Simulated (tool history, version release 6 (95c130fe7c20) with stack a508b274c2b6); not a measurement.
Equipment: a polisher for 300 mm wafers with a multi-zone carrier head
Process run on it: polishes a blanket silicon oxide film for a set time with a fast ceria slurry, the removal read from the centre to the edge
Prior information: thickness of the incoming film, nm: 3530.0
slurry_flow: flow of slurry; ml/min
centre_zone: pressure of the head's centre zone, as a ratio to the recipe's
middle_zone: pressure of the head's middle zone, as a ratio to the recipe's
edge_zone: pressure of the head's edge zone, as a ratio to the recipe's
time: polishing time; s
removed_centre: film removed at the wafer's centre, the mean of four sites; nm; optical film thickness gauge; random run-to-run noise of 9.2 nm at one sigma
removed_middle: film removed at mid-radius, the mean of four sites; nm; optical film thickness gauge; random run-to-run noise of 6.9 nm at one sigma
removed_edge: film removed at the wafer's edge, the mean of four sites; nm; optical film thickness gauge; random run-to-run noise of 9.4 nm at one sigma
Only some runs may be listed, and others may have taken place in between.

| run | hour | slurry_flow | centre_zone | middle_zone | edge_zone | time | removed_centre | removed_middle | removed_edge |
|---|---|---|---|---|---|---|---|---|---|
| 1 | 0 | 190 | 1 | 1 | 1 | 86 | 699.9 | 703.25 | 707.95 |
| 2 | 3.3 | 145 | 1 | 1 | 1 | 86 | 664.91 | 675.84 | 686.74 |
| 3 | 11.6 | 170 | 1.05 | 1.02 | 1.05 | 92 | 767.04 | 759.18 | 754.68 |
| 4 | 18.9 | 190 | 1.08 | 1.01 | 1.08 | 97 | 851.26 | 806.15 | 841.35 |
| 5 | 27.7 | 210 | 1.11 | 1.03 | 1.09 | 100 | 922.12 | 861.62 | 875.42 |
| 6 | 30.6 | 225 | 1.13 | 1.04 | 1.11 | 102 | 962.95 | 879.96 | 911.02 |

Run 7 has not been measured yet. What should we expect?
| 7 | 35.9 | 235 | 1.15 | 1.05 | 1.11 | 104 | ? | ? | ? |

removed_centre: 1012.2 nm
removed_middle: 929.42 nm
removed_edge: 931.4 nm
